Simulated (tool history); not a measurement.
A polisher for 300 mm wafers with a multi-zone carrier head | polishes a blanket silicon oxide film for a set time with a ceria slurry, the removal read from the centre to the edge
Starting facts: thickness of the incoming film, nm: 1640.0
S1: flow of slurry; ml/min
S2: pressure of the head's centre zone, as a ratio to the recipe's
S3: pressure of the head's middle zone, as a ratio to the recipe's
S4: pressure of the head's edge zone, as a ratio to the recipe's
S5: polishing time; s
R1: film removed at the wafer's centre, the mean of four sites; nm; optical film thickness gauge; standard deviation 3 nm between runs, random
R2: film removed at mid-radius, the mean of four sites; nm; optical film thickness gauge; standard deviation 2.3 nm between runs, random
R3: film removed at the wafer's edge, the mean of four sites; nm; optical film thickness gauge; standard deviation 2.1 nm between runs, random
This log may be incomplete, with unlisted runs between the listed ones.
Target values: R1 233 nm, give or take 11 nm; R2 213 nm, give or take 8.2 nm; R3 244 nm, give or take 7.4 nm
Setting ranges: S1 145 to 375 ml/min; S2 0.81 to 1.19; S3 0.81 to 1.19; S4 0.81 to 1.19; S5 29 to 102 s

run 1 hour=0 | S1=240 S2=1 S3=1 S4=1 S5=65 | R1=308.6 R2=305.85 R3=325.17
run 2 hour=0.9 | S1=235 S2=0.99 S3=0.96 S4=0.97 S5=61 | R1=282.69 R2=283.68 R3=300.37
run 3 hour=8.2 | S1=235 S2=0.99 S3=1.03 S4=0.97 S5=61 | R1=285.99 R2=293.69 R3=302.66
run 4 hour=12.7 | S1=225 S2=1 S3=0.98 S4=0.98 S5=57 | R1=257.16 R2=268.56 R3=280.09
run 5 hour=20.1 | S1=230 S2=1.04 S3=0.93 S4=1 S5=54 | R1=259.18 R2=247.07 R3=272.47
run 6 hour=27.5 | S1=230 S2=1.04 S3=0.93 S4=1 S5=45 | R1=213.22 R2=203.11 R3=225.16
run 7 hour=36.4 | S1=235 S2=1.05 S3=0.93 S4=1.02 S5=46 | R1=224.84 R2=214.21 R3=232.78
run 8 hour=37.1 | S1=235 S2=1.05 S3=0.91 S4=1.03 S5=46 | R1=224.94 R2=207.77 R3=230.86
run 9 hour=45.2 | S1=235 S2=1.05 S3=0.91 S4=1.03 S5=46 | R1=225.91 R2=207.94 R3=234.47
run 10 hour=47.6 | S1=235 S2=1.05 S3=0.91 S4=1.03 S5=46 | R1=223.4 R2=208.21 R3=231.2

Exactly one of the 5 candidate moves below puts every result within its allowed miss. Which one?
run A hour=50 | S1=205 S2=0.87 S3=1.02 S4=1.09 S5=46 | R1=? R2=? R3=?
run B hour=50 | S1=345 S2=1.19 S3=0.94 S4=1.19 S5=42 | R1=? R2=? R3=?
run C hour=50 | S1=200 S2=1.04 S3=0.85 S4=0.99 S5=49 | R1=? R2=? R3=?
run D hour=50 | S1=240 S2=1.04 S3=0.93 S4=1.03 S5=43 | R1=? R2=? R3=?
run E hour=50 | S1=310 S2=1.15 S3=1 S4=0.89 S5=44 | R1=? R2=? R3=?

move=A R1=189.94 R2=217.66 R3=238.5
move=B R1=227.64 R2=197.29 R3=234.36
move=C R1=229.7 R2=210.86 R3=242.32
move=D R1=204.67 R2=196.08 R3=218.81
move=E R1=230.55 R2=212.03 R3=211.69
A: corrects the largest miss of the last run, while another result sits out of spec
B: its largest miss is bigger than the last run's
C: every result lands within tolerance
D: its largest miss is bigger than the last run's
E: its largest miss is bigger than the last run's
The move that meets every target is C.
